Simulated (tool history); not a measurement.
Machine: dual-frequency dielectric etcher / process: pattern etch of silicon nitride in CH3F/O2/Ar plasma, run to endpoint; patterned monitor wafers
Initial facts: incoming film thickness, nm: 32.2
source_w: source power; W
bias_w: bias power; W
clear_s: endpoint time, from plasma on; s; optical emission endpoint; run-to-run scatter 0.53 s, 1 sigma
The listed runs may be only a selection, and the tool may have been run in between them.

run  hour  source_w  bias_w  clear_s
  1     0       400      60   49.093
  2   6.4       400      53   51.803
  3  10.9       380      52   53.441
  4  18.5       360      51   54.872
  5  24.2       350      50   57.163
  6  30.9       350      59   53.973

Run 7 is up next; what results do you expect?
  7  37.8       270      52        ?

{"run 7": {"clear_s": 63.95}}

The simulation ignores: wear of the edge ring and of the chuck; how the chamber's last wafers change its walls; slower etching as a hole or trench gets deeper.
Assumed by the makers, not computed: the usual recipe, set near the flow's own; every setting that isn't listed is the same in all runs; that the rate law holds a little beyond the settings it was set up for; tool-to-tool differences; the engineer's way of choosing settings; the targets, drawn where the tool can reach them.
